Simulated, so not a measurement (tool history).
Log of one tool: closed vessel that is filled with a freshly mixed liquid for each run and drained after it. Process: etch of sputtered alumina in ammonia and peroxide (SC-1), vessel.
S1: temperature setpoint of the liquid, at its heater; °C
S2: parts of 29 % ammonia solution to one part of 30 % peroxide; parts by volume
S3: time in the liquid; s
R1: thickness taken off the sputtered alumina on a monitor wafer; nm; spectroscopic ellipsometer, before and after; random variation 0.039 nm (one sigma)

{"run": 1, "hour": 0.0, "S1": 58.0, "S2": 0.45, "S3": 105, "R1": 11.687}
{"run": 2, "hour": 7.7, "S1": 53.0, "S2": 0.45, "S3": 105, "R1": 8.954}
{"run": 3, "hour": 11.8, "S1": 59.5, "S2": 0.45, "S3": 105, "R1": 12.369}
{"run": 4, "hour": 13.2, "S1": 57.5, "S2": 0.45, "S3": 105, "R1": 11.416}
{"run": 5, "hour": 18.2, "S1": 57.5, "S2": 0.45, "S3": 110, "R1": 11.859}
{"run": 6, "hour": 20.3, "S1": 57.5, "S2": 0.3, "S3": 110, "R1": 11.334}
{"run": 7, "hour": 26.0, "S1": 57.5, "S2": 0.3, "S3": 110, "R1": 11.376}
{"run": 8, "hour": 33.2, "S1": 56.0, "S2": 0.3, "S3": 110, "R1": 10.471}

Run 9 comes next. What will it give?
{"run": 9, "hour": 36.7, "S1": 54.5, "S2": 0.3, "S3": 110, "R1": "?"}

Run 9 gave R1 9.5964 nm.

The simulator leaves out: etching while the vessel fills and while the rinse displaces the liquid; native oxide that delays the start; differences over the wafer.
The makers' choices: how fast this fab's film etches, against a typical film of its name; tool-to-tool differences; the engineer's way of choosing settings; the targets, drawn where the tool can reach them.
